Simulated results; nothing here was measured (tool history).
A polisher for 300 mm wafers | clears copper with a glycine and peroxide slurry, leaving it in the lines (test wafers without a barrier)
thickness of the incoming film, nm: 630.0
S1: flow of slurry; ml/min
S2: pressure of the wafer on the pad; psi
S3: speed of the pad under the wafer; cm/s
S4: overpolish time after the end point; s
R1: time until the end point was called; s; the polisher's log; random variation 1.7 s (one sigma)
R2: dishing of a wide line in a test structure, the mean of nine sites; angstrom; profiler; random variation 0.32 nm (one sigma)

| run | hour | S1 | S2 | S3 | S4 | R1 | R2 |
|---|---|---|---|---|---|---|---|
| 1 | 0.0 | 140 | 3.4 | 88 | 26 | 103.62 | 371.26 |
| 2 | 2.5 | 130 | 3.1 | 86 | 23 | 114.41 | 350.01 |
| 3 | 11.3 | 120 | 2.8 | 84 | 20 | 129.40 | 324.04 |
| 4 | 19.7 | 115 | 2.6 | 82 | 18 | 142.08 | 304.57 |
| 5 | 25.1 | 110 | 2.4 | 82 | 16 | 150.55 | 289.84 |
| 6 | 33.7 | 110 | 2.8 | 82 | 16 | 134.43 | 308.07 |
| 7 | 41.2 | 105 | 2.6 | 82 | 15 | 147.41 | 280.00 |
| 8 | 50.0 | 100 | 2.4 | 82 | 14 | 158.39 | 266.35 |

Run 9 comes next. What will it give?
| 9 | 55.7 | 95 | 2.3 | 82 | 13 | ? | ? |

Run 9 gave R1 165.25 s, R2 250.42 angstrom.
